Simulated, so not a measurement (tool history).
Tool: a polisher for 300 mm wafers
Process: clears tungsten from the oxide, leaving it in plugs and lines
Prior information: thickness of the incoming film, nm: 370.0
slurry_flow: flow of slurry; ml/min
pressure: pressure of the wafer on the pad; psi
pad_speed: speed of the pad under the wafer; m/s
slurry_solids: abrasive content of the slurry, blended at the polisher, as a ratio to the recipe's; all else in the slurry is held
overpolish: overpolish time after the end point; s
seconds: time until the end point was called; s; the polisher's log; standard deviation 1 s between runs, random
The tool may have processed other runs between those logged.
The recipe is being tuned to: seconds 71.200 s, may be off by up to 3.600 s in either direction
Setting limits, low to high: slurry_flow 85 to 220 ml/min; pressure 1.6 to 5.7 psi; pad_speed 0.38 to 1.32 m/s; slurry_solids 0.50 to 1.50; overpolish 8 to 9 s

| run | hour | slurry_flow | pressure | pad_speed | slurry_solids | overpolish | seconds |
|---|---|---|---|---|---|---|---|
| 1 | 0.0 | 140 | 3.6 | 0.84 | 1.00 | 9 | 107.980 |
| 2 | 8.0 | 140 | 4.1 | 0.84 | 1.00 | 9 | 94.505 |
| 3 | 13.6 | 140 | 4.1 | 0.84 | 1.00 | 8 | 93.940 |
| 4 | 15.8 | 140 | 4.4 | 0.84 | 1.00 | 8 | 88.867 |
| 5 | 23.0 | 140 | 4.7 | 0.84 | 1.00 | 8 | 82.159 |
| 6 | 32.1 | 140 | 4.7 | 0.84 | 1.00 | 8 | 83.538 |
| 7 | 40.6 | 140 | 4.9 | 0.84 | 1.00 | 8 | 80.397 |
| 8 | 47.4 | 140 | 5.1 | 0.84 | 1.00 | 8 | 76.902 |

Pick the move, out of 4, that brings all results within their allowed miss; only one does.
| A | 54.2 | 155 | 4.6 | 0.92 | 0.90 | 8 | ? |
| B | 54.2 | 165 | 4.9 | 0.76 | 1.15 | 8 | ? |
| C | 54.2 | 145 | 5.5 | 0.84 | 1.00 | 8 | ? |
| D | 54.2 | 155 | 5.5 | 0.96 | 0.95 | 8 | ? |

| move | seconds |
|---|---|
| A | 81.455 |
| B | 80.597 |
| C | 71.682 |
| D | 65.084 |
A: the biggest miss grows against the last run
B: the biggest miss grows against the last run
C: every result lands within tolerance
D: takes the biggest miss from the last run beyond its target
Move C is the one to make.
